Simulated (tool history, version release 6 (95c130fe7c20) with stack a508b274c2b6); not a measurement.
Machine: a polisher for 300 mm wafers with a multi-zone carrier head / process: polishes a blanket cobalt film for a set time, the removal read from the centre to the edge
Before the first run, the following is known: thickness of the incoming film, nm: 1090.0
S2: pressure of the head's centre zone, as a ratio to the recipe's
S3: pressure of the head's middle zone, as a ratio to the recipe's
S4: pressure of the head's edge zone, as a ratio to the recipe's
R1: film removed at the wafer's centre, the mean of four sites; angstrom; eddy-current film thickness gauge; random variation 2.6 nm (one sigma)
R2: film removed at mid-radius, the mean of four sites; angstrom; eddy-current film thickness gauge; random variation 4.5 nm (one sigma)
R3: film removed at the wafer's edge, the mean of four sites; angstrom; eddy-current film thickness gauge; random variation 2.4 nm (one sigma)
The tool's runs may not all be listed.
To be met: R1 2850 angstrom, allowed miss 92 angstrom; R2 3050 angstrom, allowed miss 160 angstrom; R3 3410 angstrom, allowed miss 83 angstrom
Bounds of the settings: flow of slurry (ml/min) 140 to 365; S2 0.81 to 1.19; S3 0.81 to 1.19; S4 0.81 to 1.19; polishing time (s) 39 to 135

{"run": 1, "hour": 0.0, "flow of slurry (ml/min)": 235, "S2": 1, "S3": 1, "S4": 1, "polishing time (s)": 87, "R1": 3825.9, "R2": 3617.3, "R3": 3761.9}
{"run": 2, "hour": 8.2, "flow of slurry (ml/min)": 235, "S2": 1, "S3": 0.93, "S4": 1, "polishing time (s)": 87, "R1": 3809.2, "R2": 3571.2, "R3": 3731.8}
{"run": 3, "hour": 15.9, "flow of slurry (ml/min)": 235, "S2": 1, "S3": 0.93, "S4": 1, "polishing time (s)": 79, "R1": 3495.1, "R2": 3169.1, "R3": 3417.2}
{"run": 4, "hour": 23.8, "flow of slurry (ml/min)": 235, "S2": 1.03, "S3": 0.93, "S4": 1, "polishing time (s)": 79, "R1": 3606.3, "R2": 3158.4, "R3": 3424.8}
{"run": 5, "hour": 31.5, "flow of slurry (ml/min)": 225, "S2": 1, "S3": 0.92, "S4": 1.01, "polishing time (s)": 79, "R1": 3513.7, "R2": 3188.1, "R3": 3450.5}
{"hour": 34.9, "done": "slurry nozzle cleaned"}
{"run": 6, "hour": 34.9, "flow of slurry (ml/min)": 225, "S2": 1, "S3": 1, "S4": 1.01, "polishing time (s)": 79, "R1": 3620.4, "R2": 3540.8, "R3": 3545.3}
{"run": 7, "hour": 38.9, "flow of slurry (ml/min)": 230, "S2": 0.97, "S3": 0.97, "S4": 1.01, "polishing time (s)": 79, "R1": 3535, "R2": 3430.3, "R3": 3525.2}
{"run": 8, "hour": 43.1, "flow of slurry (ml/min)": 230, "S2": 0.97, "S3": 0.97, "S4": 1.01, "polishing time (s)": 79, "R1": 3559.3, "R2": 3308.4, "R3": 3510}
{"run": 9, "hour": 52.0, "flow of slurry (ml/min)": 215, "S2": 0.94, "S3": 0.98, "S4": 1.04, "polishing time (s)": 76, "R1": 3251.6, "R2": 3291.9, "R3": 3482.6}

Exercise: of the 5 proposed moves below, exactly one satisfies all targets within the stated allowed misses. Which move is it?
{"run": "A", "hour": 60.9, "flow of slurry (ml/min)": 255, "S2": 1.07, "S3": 0.94, "S4": 1.07, "polishing time (s)": 73, "R1": "?", "R2": "?", "R3": "?"}
{"run": "B", "hour": 60.9, "flow of slurry (ml/min)": 260, "S2": 1.02, "S3": 1.06, "S4": 0.86, "polishing time (s)": 79, "R1": "?", "R2": "?", "R3": "?"}
{"run": "C", "hour": 60.9, "flow of slurry (ml/min)": 205, "S2": 0.84, "S3": 1.11, "S4": 1.19, "polishing time (s)": 75, "R1": "?", "R2": "?", "R3": "?"}
{"run": "D", "hour": 60.9, "flow of slurry (ml/min)": 195, "S2": 1.03, "S3": 0.98, "S4": 0.98, "polishing time (s)": 78, "R1": "?", "R2": "?", "R3": "?"}
{"run": "E", "hour": 60.9, "flow of slurry (ml/min)": 200, "S2": 0.88, "S3": 0.96, "S4": 1.19, "polishing time (s)": 72, "R1": "?", "R2": "?", "R3": "?"}

move=A R1=3631.8 R2=3141.7 R3=3389.2
move=B R1=3755 R2=3770.5 R3=3379.4
move=C R1=2868.3 R2=3652.4 R3=3579.8
move=D R1=3643 R2=3399.6 R3=3439.5
move=E R1=2876 R2=3092.7 R3=3438
A: further off than the last run
B: further off than the last run
C: gets the furthest-off result to its target, but another result is out of tolerance
D: further off than the last run
E: every result within its allowed miss
The right move is E.

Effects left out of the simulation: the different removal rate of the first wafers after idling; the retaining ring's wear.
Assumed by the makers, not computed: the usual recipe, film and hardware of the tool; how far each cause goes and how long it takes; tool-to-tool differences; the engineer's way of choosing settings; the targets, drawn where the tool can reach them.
